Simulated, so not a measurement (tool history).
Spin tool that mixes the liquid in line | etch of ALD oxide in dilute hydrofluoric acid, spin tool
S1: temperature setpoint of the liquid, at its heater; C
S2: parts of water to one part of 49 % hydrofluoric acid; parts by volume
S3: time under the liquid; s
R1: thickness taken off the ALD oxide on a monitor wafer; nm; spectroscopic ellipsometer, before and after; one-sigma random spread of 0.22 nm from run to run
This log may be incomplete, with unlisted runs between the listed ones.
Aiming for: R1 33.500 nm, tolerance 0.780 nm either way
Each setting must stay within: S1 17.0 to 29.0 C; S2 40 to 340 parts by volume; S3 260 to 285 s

Run 1, hour 0.0: S1 21.0 C, S2 190 parts by volume, S3 260 s. Result: R1 16.765 nm.
Run 2, hour 5.9: S1 23.0 C, S2 175 parts by volume, S3 260 s. Result: R1 19.917 nm.
Run 3, hour 14.0: S1 24.5 C, S2 165 parts by volume, S3 260 s. Result: R1 22.930 nm.
Run 4, hour 18.7: S1 25.5 C, S2 160 parts by volume, S3 260 s. Result: R1 24.737 nm.
Run 5, hour 23.4: S1 25.5 C, S2 215 parts by volume, S3 260 s. Result: R1 17.113 nm.
Run 6, hour 30.3: S1 25.5 C, S2 215 parts by volume, S3 285 s. Result: R1 18.814 nm.
Run 7, hour 32.1: S1 26.5 C, S2 200 parts by volume, S3 285 s. Result: R1 21.279 nm.
Run 8, hour 38.3: S1 27.0 C, S2 185 parts by volume, S3 285 s. Result: R1 23.836 nm.
Run 9, hour 44.9: S1 29.0 C, S2 135 parts by volume, S3 285 s. Result: R1 37.659 nm.
Run 10, hour 47.2: S1 28.0 C, S2 135 parts by volume, S3 285 s. Result: R1 35.517 nm.
Run 11, hour 48.9: S1 27.5 C, S2 135 parts by volume, S3 285 s. Result: R1 35.717 nm.
Run 12, hour 57.6: S1 27.0 C, S2 135 parts by volume, S3 285 s. Result: R1 34.718 nm.

5 next moves are on the table. One of them brings every result within its allowed miss. Which?
Run A, hour 66.3: S1 28.0 C, S2 135 parts by volume, S3 265 s. Result: R1 ?.
Run B, hour 66.3: S1 25.0 C, S2 120 parts by volume, S3 275 s. Result: R1 ?.
Run C, hour 66.3: S1 27.0 C, S2 125 parts by volume, S3 270 s. Result: R1 ?.
Run D, hour 66.3: S1 27.0 C, S2 130 parts by volume, S3 275 s. Result: R1 ?.
Run E, hour 66.3: S1 26.0 C, S2 120 parts by volume, S3 265 s. Result: R1 ?.

move      R1
   A  33.763
   B  35.845
   C  36.245
   D  35.272
   E  35.897
A: in spec on every target
B: its largest miss is bigger than the last run's
C: its largest miss is bigger than the last run's
D: its largest miss is bigger than the last run's
E: its largest miss is bigger than the last run's
A is the move that brings every result within its allowed miss.
